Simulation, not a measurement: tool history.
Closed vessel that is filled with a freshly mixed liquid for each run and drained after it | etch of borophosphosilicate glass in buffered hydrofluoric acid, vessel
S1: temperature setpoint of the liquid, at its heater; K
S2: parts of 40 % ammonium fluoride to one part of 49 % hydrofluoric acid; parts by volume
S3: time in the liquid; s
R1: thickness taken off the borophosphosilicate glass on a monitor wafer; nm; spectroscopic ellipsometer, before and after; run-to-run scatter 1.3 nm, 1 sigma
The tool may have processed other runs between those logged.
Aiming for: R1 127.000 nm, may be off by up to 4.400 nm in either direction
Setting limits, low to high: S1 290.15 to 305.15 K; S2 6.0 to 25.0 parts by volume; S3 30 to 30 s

| run | hour | S1 | S2 | S3 | R1 |
|---|---|---|---|---|---|
| 1 | 0.0 | 298.15 | 15.5 | 30 | 43.618 |
| 2 | 5.8 | 295.15 | 15.5 | 30 | 37.307 |
| 3 | 11.8 | 292.65 | 15.5 | 30 | 32.804 |
| 4 | 15.9 | 296.65 | 12.5 | 30 | 50.421 |
| 5 | 20.3 | 296.65 | 15.5 | 30 | 40.672 |
| 6 | 29.5 | 296.65 | 13.5 | 30 | 45.709 |
| 7 | 30.4 | 299.65 | 11.0 | 30 | 67.315 |
| 8 | 34.0 | 301.65 | 9.5 | 30 | 83.637 |
| 9 | 35.6 | 302.65 | 8.5 | 30 | 96.877 |
| 10 | 39.5 | 303.65 | 8.0 | 30 | 108.590 |
| 11 | 48.6 | 304.15 | 7.5 | 30 | 121.980 |

5 next moves are on the table. One of them brings every result within its allowed miss. Which?
| A | 57.7 | 305.15 | 8.0 | 30 | ? |
| B | 57.7 | 305.15 | 7.0 | 30 | ? |
| C | 57.7 | 304.65 | 8.0 | 30 | ? |
| D | 57.7 | 303.65 | 7.5 | 30 | ? |
| E | 57.7 | 305.15 | 7.5 | 30 | ? |

| move | R1 |
|---|---|
| A | 117.430 |
| B | 135.820 |
| C | 114.460 |
| D | 116.640 |
| E | 125.990 |
A: misses by more than the last run did
B: pushes the last run's worst result past its target
C: misses by more than the last run did
D: misses by more than the last run did
E: hits every target within its allowed miss
E is the move that brings every result within its allowed miss.
